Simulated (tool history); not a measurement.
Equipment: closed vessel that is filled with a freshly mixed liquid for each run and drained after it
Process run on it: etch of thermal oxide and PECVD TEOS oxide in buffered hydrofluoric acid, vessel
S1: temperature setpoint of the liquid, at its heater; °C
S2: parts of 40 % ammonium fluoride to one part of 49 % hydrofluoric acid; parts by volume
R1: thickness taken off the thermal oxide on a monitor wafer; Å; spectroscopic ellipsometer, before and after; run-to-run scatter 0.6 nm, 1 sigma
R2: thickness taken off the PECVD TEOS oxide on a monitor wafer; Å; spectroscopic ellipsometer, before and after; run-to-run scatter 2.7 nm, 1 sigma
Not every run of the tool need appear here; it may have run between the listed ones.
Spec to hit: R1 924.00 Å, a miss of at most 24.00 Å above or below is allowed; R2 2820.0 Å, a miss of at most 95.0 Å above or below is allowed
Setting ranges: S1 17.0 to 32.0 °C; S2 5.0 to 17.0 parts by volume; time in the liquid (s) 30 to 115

run 1 day=0.000 | S1=25.0 S2=10.5 time_in_the_liquid_(s)=60 | R1=699.44 R2=2120.9
run 2 day=0.292 | S1=25.0 S2=8.5 time_in_the_liquid_(s)=60 | R1=827.38 R2=2485.6
run 3 day=0.471 | S1=25.5 S2=8.5 time_in_the_liquid_(s)=60 | R1=842.91 R2=2604.9
run 4 day=0.771 | S1=25.5 S2=6.0 time_in_the_liquid_(s)=60 | R1=1205.90 R2=3694.4
run 5 day=1.104 | S1=24.0 S2=6.0 time_in_the_liquid_(s)=60 | R1=1119.80 R2=3417.6
run 6 day=1.317 | S1=26.5 S2=6.0 time_in_the_liquid_(s)=60 | R1=1279.80 R2=3909.3
run 7 day=1.517 | S1=24.5 S2=6.0 time_in_the_liquid_(s)=60 | R1=1142.40 R2=3529.1
run 8 day=1.571 | S1=23.0 S2=6.0 time_in_the_liquid_(s)=60 | R1=1037.00 R2=3192.6
run 9 day=1.667 | S1=22.5 S2=6.0 time_in_the_liquid_(s)=60 | R1=1022.00 R2=3147.2
run 10 day=1.992 | S1=22.0 S2=6.0 time_in_the_liquid_(s)=60 | R1=996.39 R2=3040.9
run 11 day=2.158 | S1=21.5 S2=6.0 time_in_the_liquid_(s)=60 | R1=974.90 R2=2969.2

Of the 4 settings listed for the next run, only one would bring every result within its allowed miss of target. Which one?
run A day=2.325 | S1=21.0 S2=5.5 time_in_the_liquid_(s)=55 | R1=? R2=?
run B day=2.325 | S1=18.0 S2=7.0 time_in_the_liquid_(s)=75 | R1=? R2=?
run C day=2.325 | S1=21.0 S2=6.0 time_in_the_liquid_(s)=55 | R1=? R2=?
run D day=2.325 | S1=20.5 S2=5.5 time_in_the_liquid_(s)=60 | R1=? R2=?

move=A R1=932.08 R2=2861.5
move=B R1=859.63 R2=2639.0
move=C R1=864.78 R2=2654.8
move=D R1=988.94 R2=3036.0
A: every result within its allowed miss
B: takes the result that was furthest off past its target
C: takes the result that was furthest off past its target
D: its largest miss is bigger than the last run's
So the answer is move A, the one that meets all the targets.

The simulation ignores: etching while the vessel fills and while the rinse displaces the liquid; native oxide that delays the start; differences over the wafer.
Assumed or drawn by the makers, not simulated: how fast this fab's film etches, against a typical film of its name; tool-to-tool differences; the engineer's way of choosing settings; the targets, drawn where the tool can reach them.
